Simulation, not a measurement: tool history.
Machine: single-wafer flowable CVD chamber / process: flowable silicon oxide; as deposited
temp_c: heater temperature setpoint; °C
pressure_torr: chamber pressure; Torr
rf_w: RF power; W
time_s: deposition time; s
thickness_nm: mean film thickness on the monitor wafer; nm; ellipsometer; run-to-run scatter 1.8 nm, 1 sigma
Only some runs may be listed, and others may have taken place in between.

{"run": 1, "hour": 0.0, "temp_c": 90, "pressure_torr": 0.722, "rf_w": 2080, "time_s": 454, "thickness_nm": 371.83}
{"run": 2, "hour": 7.7, "temp_c": 86, "pressure_torr": 0.723, "rf_w": 2080, "time_s": 454, "thickness_nm": 426.04}
{"run": 3, "hour": 15.6, "temp_c": 86, "pressure_torr": 0.723, "rf_w": 2080, "time_s": 454, "thickness_nm": 423.94}
{"run": 4, "hour": 18.1, "temp_c": 83, "pressure_torr": 0.724, "rf_w": 2080, "time_s": 454, "thickness_nm": 468.52}
{"run": 5, "hour": 26.5, "temp_c": 83, "pressure_torr": 0.724, "rf_w": 2380, "time_s": 454, "thickness_nm": 479.64}
{"run": 6, "hour": 33.1, "temp_c": 80, "pressure_torr": 0.725, "rf_w": 2380, "time_s": 454, "thickness_nm": 521.36}
{"run": 7, "hour": 38.2, "temp_c": 78, "pressure_torr": 0.725, "rf_w": 2380, "time_s": 454, "thickness_nm": 550.18}
{"run": 8, "hour": 44.1, "temp_c": 78, "pressure_torr": 0.725, "rf_w": 2380, "time_s": 454, "thickness_nm": 552.23}
{"run": 9, "hour": 52.1, "temp_c": 68, "pressure_torr": 0.727, "rf_w": 2380, "time_s": 454, "thickness_nm": 685.3}
{"run": 10, "hour": 57.8, "temp_c": 68, "pressure_torr": 0.728, "rf_w": 2380, "time_s": 454, "thickness_nm": 686.01}

Run 11 has not been measured yet. What should we expect?
{"run": 11, "hour": 64.8, "temp_c": 67, "pressure_torr": 0.729, "rf_w": 2380, "time_s": 454, "thickness_nm": "?"}

thickness_nm: 699.39 nm

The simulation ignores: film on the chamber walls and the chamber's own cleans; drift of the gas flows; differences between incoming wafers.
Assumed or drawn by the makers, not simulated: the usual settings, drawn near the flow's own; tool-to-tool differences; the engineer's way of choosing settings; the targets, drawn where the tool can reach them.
